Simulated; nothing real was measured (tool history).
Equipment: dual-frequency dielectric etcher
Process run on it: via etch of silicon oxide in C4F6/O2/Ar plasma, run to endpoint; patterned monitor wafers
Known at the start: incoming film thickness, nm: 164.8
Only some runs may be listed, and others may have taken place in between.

Run 1, hour 0.0: bias power (kW) 0.468, source power (kW) 0.280, Ar flow (sccm) 324. Result: endpoint time (s) 39.502.
Run 2, hour 3.4: bias power (kW) 0.441, source power (kW) 0.280, Ar flow (sccm) 325. Result: endpoint time (s) 40.052.
Run 3, hour 5.7: bias power (kW) 0.492, source power (kW) 0.280, Ar flow (sccm) 325. Result: endpoint time (s) 38.265.
Run 4, hour 13.3: bias power (kW) 0.492, source power (kW) 0.260, Ar flow (sccm) 325. Result: endpoint time (s) 39.715.
Run 5, hour 19.8: bias power (kW) 0.492, source power (kW) 0.280, Ar flow (sccm) 325. Result: endpoint time (s) 38.430.
Run 6, hour 28.6: bias power (kW) 0.492, source power (kW) 0.250, Ar flow (sccm) 325. Result: endpoint time (s) 40.001.
Run 7, hour 30.5: bias power (kW) 0.468, source power (kW) 0.250, Ar flow (sccm) 326. Result: endpoint time (s) 41.063.
Run 8, hour 39.4: bias power (kW) 0.449, source power (kW) 0.250, Ar flow (sccm) 327. Result: endpoint time (s) 42.064.
Run 9, hour 47.3: bias power (kW) 0.435, source power (kW) 0.250, Ar flow (sccm) 327. Result: endpoint time (s) 42.577.
Run 10, hour 53.7: bias power (kW) 0.423, source power (kW) 0.250, Ar flow (sccm) 327. Result: endpoint time (s) 42.771.
Run 11, hour 57.1: bias power (kW) 0.411, source power (kW) 0.250, Ar flow (sccm) 327. Result: endpoint time (s) 43.615.

Run 12 is up next; what results do you expect?
Run 12, hour 57.6: bias power (kW) 0.354, source power (kW) 0.240, Ar flow (sccm) 329. Result: endpoint time (s) ?.

{"run 12": {"endpoint time (s)": 47.259}}

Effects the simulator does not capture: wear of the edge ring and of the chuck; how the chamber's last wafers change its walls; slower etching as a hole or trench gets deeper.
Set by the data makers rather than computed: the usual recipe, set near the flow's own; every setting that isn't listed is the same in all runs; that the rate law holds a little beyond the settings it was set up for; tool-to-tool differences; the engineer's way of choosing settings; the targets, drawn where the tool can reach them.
